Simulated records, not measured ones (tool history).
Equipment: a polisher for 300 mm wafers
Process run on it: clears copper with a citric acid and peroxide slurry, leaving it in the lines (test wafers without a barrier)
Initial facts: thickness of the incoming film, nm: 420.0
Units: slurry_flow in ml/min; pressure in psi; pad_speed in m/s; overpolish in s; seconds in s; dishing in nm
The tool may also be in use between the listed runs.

Run 1, hour 0: slurry_flow 250 ml/min, pressure 3.4 psi, pad_speed 1.32 m/s, slurry_solids 1, overpolish 25 s. Result: seconds 123.23 s, dishing 24.188 nm.
Run 2, hour 3.5: slurry_flow 250 ml/min, pressure 3.4 psi, pad_speed 1.06 m/s, slurry_solids 1, overpolish 25 s. Result: seconds 146.06 s, dishing 23.004 nm.
Run 3, hour 6.1: slurry_flow 250 ml/min, pressure 3.4 psi, pad_speed 1.26 m/s, slurry_solids 1, overpolish 25 s. Result: seconds 127.46 s, dishing 23.951 nm.
Run 4, hour 13.6: slurry_flow 250 ml/min, pressure 3.4 psi, pad_speed 1.26 m/s, slurry_solids 1, overpolish 20 s. Result: seconds 125.63 s, dishing 22.294 nm.
Run 5, hour 21.4: slurry_flow 250 ml/min, pressure 3.4 psi, pad_speed 1.26 m/s, slurry_solids 1.1, overpolish 20 s. Result: seconds 120.69 s, dishing 23.454 nm.
Run 6, hour 24.5: slurry_flow 250 ml/min, pressure 3.2 psi, pad_speed 1.26 m/s, slurry_solids 1.1, overpolish 22 s. Result: seconds 133.79 s, dishing 22.879 nm.
Run 7, hour 31.1: slurry_flow 250 ml/min, pressure 3.1 psi, pad_speed 1.26 m/s, slurry_solids 1.1, overpolish 24 s. Result: seconds 135.61 s, dishing 23.191 nm.
Run 8, hour 35.5: slurry_flow 250 ml/min, pressure 3 psi, pad_speed 1.26 m/s, slurry_solids 1.1, overpolish 26 s. Result: seconds 142.09 s, dishing 23.382 nm.
Run 9, hour 44.5: slurry_flow 250 ml/min, pressure 2.9 psi, pad_speed 1.26 m/s, slurry_solids 1.1, overpolish 28 s. Result: seconds 147.14 s, dishing 24.005 nm.
Run 10, hour 49.6: slurry_flow 250 ml/min, pressure 2.8 psi, pad_speed 1.26 m/s, slurry_solids 1.1, overpolish 29 s. Result: seconds 147.4 s, dishing 24.042 nm.
Run 11, hour 52.2: slurry_flow 250 ml/min, pressure 1.8 psi, pad_speed 1.18 m/s, slurry_solids 1.1, overpolish 41 s. Result: seconds 241.18 s, dishing 22.665 nm.

Estimate the outcome of run 12 from the log above:
Run 12, hour 58.6: slurry_flow 250 ml/min, pressure 2.6 psi, pad_speed 1.2 m/s, slurry_solids 1.1, overpolish 43 s. Result: seconds ?, dishing ?.

seconds: 168.53 s
dishing: 25.039 nm
